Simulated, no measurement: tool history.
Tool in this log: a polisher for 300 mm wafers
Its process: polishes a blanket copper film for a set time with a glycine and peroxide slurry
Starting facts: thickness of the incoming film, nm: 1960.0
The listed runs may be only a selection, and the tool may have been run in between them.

run	hour	flow of slurry (ml/min)	pressure of the wafer on the pad (psi)	speed of the pad under the wafer (m/s)	polishing time (s)	film removed (nm)
1	0.0	170	1.8	1.00	55	167.99
2	5.8	180	1.9	1.00	55	180.66
3	11.2	200	1.9	1.00	55	179.81
4	13.4	200	2.0	1.00	55	186.41
5	15.7	200	1.7	1.00	55	167.86
6	16.4	200	1.7	0.74	55	135.16

What does the tool deliver on the next run?
7	22.7	230	2.2	0.76	55	?

film removed (nm): 166.79
